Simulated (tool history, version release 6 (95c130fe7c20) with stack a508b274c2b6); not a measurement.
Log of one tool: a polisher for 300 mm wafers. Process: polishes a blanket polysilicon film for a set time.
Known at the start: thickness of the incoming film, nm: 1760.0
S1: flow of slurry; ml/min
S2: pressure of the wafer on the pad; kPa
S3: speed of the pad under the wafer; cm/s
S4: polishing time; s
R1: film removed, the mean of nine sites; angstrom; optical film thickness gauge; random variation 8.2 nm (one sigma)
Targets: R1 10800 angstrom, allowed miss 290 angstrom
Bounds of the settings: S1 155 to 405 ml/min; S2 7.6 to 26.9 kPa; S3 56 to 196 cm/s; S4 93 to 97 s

{"run": 1, "hour": 0.0, "S1": 260, "S2": 17.2, "S3": 126, "S4": 93, "R1": 8398.8}
{"run": 2, "hour": 2.7, "S1": 260, "S2": 21.4, "S3": 126, "S4": 93, "R1": 10251}
{"run": 3, "hour": 4.9, "S1": 195, "S2": 21.4, "S3": 126, "S4": 93, "R1": 9923.1}
{"run": 4, "hour": 13.6, "S1": 245, "S2": 21.4, "S3": 126, "S4": 93, "R1": 10094}
{"run": 5, "hour": 15.8, "S1": 250, "S2": 21.4, "S3": 126, "S4": 93, "R1": 10281}
{"run": 6, "hour": 16.9, "S1": 210, "S2": 21.4, "S3": 126, "S4": 93, "R1": 9752.4}
{"run": 7, "hour": 18.6, "S1": 230, "S2": 21.4, "S3": 126, "S4": 93, "R1": 9979.7}
{"run": 8, "hour": 20.1, "S1": 245, "S2": 21.4, "S3": 126, "S4": 93, "R1": 10084}
{"run": 9, "hour": 26.5, "S1": 255, "S2": 21.4, "S3": 126, "S4": 93, "R1": 10273}
{"run": 10, "hour": 33.0, "S1": 255, "S2": 21.4, "S3": 126, "S4": 93, "R1": 10241}
{"run": 11, "hour": 36.6, "S1": 265, "S2": 21.4, "S3": 126, "S4": 93, "R1": 10095}
{"run": 12, "hour": 38.3, "S1": 265, "S2": 21.4, "S3": 126, "S4": 93, "R1": 10174}

5 next moves are on the table. One of them brings every result within its allowed miss. Which?
{"run": "A", "hour": 40.0, "S1": 275, "S2": 20.7, "S3": 116, "S4": 94, "R1": "?"}
{"run": "B", "hour": 40.0, "S1": 270, "S2": 20.7, "S3": 126, "S4": 95, "R1": "?"}
{"run": "C", "hour": 40.0, "S1": 215, "S2": 22.1, "S3": 126, "S4": 97, "R1": "?"}
{"run": "D", "hour": 40.0, "S1": 270, "S2": 20.7, "S3": 128, "S4": 94, "R1": "?"}
{"run": "E", "hour": 40.0, "S1": 245, "S2": 17.9, "S3": 138, "S4": 97, "R1": "?"}

move=A R1=9314
move=B R1=10125
move=C R1=10706
move=D R1=10163
move=E R1=9665.5
A: further off than the last run
B: further off than the last run
C: meets every target
D: as far off as the last run
E: further off than the last run
Move C is the one to make.
